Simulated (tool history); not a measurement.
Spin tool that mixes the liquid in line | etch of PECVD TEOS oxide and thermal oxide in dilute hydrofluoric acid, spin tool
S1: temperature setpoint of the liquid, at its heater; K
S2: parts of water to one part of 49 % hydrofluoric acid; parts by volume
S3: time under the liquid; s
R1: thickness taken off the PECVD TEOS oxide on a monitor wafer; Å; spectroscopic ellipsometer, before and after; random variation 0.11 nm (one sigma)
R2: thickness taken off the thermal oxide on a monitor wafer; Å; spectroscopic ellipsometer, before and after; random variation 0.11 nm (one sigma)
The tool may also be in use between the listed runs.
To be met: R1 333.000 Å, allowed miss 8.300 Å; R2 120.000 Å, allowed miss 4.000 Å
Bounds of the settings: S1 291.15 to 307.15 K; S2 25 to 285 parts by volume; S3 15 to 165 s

run,hour,S1,S2,S3,R1,R2
1,0.0,299.15,155,85,71.469,25.609
2,6.3,299.15,155,105,87.988,31.395
3,11.5,296.15,155,105,78.953,28.651
4,13.2,299.15,110,110,137.450,50.021
5,21.1,296.15,110,110,122.890,43.597
6,28.3,299.65,85,110,186.710,66.740
7,33.5,302.15,75,110,237.070,85.926
8,35.9,303.65,75,110,251.590,90.519
9,39.9,307.15,50,110,448.210,161.300
10,45.4,306.15,50,110,428.450,155.960
11,46.8,305.15,50,110,415.710,152.630
12,50.7,304.15,50,110,401.300,144.760
13,51.9,303.15,50,110,384.650,137.100
14,53.7,302.15,50,110,368.320,134.810
15,61.4,301.15,50,110,355.240,127.490
16,69.4,300.65,50,110,347.850,125.120
17,73.5,300.15,50,110,342.760,122.720

Which of these 4 next moves meets every target?
A,77.6,302.65,70,130,?,?
B,77.6,307.15,85,160,?,?
C,77.6,301.15,55,115,?,?
D,77.6,307.15,80,150,?,?

move,R1,R2
A,309.540,112.980
B,363.270,132.590
C,335.890,122.600
D,364.750,133.130
A: takes the result that was furthest off past its target
B: further off than the last run
C: meets every target
D: further off than the last run
Answer: C

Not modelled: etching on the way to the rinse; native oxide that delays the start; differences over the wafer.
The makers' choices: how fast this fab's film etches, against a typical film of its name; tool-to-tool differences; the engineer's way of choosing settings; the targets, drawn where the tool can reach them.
